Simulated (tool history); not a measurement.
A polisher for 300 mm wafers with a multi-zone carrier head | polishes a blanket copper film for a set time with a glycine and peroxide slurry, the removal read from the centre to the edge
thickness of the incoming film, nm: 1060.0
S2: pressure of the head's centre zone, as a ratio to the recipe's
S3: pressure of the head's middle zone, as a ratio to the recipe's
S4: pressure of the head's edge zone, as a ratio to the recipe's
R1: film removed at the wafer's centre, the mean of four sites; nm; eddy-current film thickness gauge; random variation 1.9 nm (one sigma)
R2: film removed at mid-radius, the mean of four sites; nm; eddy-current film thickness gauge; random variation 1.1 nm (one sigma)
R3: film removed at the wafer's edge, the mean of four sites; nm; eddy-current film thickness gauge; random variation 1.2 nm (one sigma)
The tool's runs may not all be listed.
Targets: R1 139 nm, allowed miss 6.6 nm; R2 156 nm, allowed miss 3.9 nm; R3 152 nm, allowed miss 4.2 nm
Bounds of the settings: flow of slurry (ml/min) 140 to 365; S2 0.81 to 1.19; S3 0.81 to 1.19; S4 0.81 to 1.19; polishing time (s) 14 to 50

Run 1, hour 0: flow of slurry (ml/min) 235, S2 1, S3 1, S4 1, polishing time (s) 32. Result: R1 171.76 nm, R2 178.8 nm, R3 181.39 nm.
Run 2, hour 1.9: flow of slurry (ml/min) 230, S2 0.99, S3 0.99, S4 0.98, polishing time (s) 32. Result: R1 172.59 nm, R2 176.94 nm, R3 182.71 nm.
Run 3, hour 4.3: flow of slurry (ml/min) 230, S2 0.98, S3 1, S4 0.98, polishing time (s) 31. Result: R1 165.92 nm, R2 172.33 nm, R3 174.22 nm.
Run 4, hour 4.9: flow of slurry (ml/min) 230, S2 0.98, S3 1, S4 0.94, polishing time (s) 31. Result: R1 172.41 nm, R2 170.97 nm, R3 174.61 nm.
Run 5, hour 8.2: flow of slurry (ml/min) 230, S2 0.98, S3 1, S4 0.94, polishing time (s) 35. Result: R1 187.45 nm, R2 194.81 nm, R3 195.77 nm.
Run 6, hour 15.9: flow of slurry (ml/min) 175, S2 0.98, S3 1, S4 0.94, polishing time (s) 35. Result: R1 183.02 nm, R2 185.3 nm, R3 187.68 nm.
Run 7, hour 20.8: flow of slurry (ml/min) 160, S2 0.88, S3 0.99, S4 0.84, polishing time (s) 29. Result: R1 131.12 nm, R2 148.93 nm, R3 145.98 nm.
Run 8, hour 24.9: flow of slurry (ml/min) 165, S2 0.88, S3 0.99, S4 0.84, polishing time (s) 29. Result: R1 134.56 nm, R2 152.19 nm, R3 146.83 nm.
At hour 31.4: worn pad replaced by a new one.
Run 9, hour 31.4: flow of slurry (ml/min) 195, S2 0.89, S3 0.99, S4 0.88, polishing time (s) 29. Result: R1 149.06 nm, R2 167.57 nm, R3 162.67 nm.
Run 10, hour 33.4: flow of slurry (ml/min) 190, S2 0.89, S3 0.99, S4 0.88, polishing time (s) 29. Result: R1 150.13 nm, R2 167.5 nm, R3 163.37 nm.
Run 11, hour 39.3: flow of slurry (ml/min) 185, S2 0.89, S3 0.99, S4 0.88, polishing time (s) 29. Result: R1 149 nm, R2 166.96 nm, R3 164.27 nm.
Run 12, hour 42.9: flow of slurry (ml/min) 180, S2 0.89, S3 0.99, S4 0.88, polishing time (s) 29. Result: R1 145.57 nm, R2 165.1 nm, R3 160.8 nm.
Run 13, hour 46.2: flow of slurry (ml/min) 180, S2 0.89, S3 0.99, S4 0.88, polishing time (s) 29. Result: R1 144.48 nm, R2 165.75 nm, R3 159.57 nm.
Run 14, hour 51.1: flow of slurry (ml/min) 175, S2 0.89, S3 0.99, S4 0.88, polishing time (s) 29. Result: R1 143.7 nm, R2 166.82 nm, R3 161.51 nm.

4 next moves are on the table. One of them brings every result within its allowed miss. Which?
Run A, hour 56: flow of slurry (ml/min) 190, S2 0.87, S3 0.96, S4 0.93, polishing time (s) 28. Result: R1 ?, R2 ?, R3 ?.
Run B, hour 56: flow of slurry (ml/min) 170, S2 0.81, S3 1.05, S4 0.95, polishing time (s) 28. Result: R1 ?, R2 ?, R3 ?.
Run C, hour 56: flow of slurry (ml/min) 240, S2 0.89, S3 1, S4 0.88, polishing time (s) 26. Result: R1 ?, R2 ?, R3 ?.
Run D, hour 56: flow of slurry (ml/min) 145, S2 0.87, S3 0.94, S4 0.92, polishing time (s) 30. Result: R1 ?, R2 ?, R3 ?.

move      R1      R2      R3
   A   139.3  157.37  161.65
   B  126.71  166.32  160.64
   C  137.73  156.67  150.15
   D  140.12  156.69   165.6
A: brings the result that was furthest off to its target, and leaves another outside
B: as far off as the last run
C: meets every target
D: brings the result that was furthest off to its target, and leaves another outside
Move C is the one to make.

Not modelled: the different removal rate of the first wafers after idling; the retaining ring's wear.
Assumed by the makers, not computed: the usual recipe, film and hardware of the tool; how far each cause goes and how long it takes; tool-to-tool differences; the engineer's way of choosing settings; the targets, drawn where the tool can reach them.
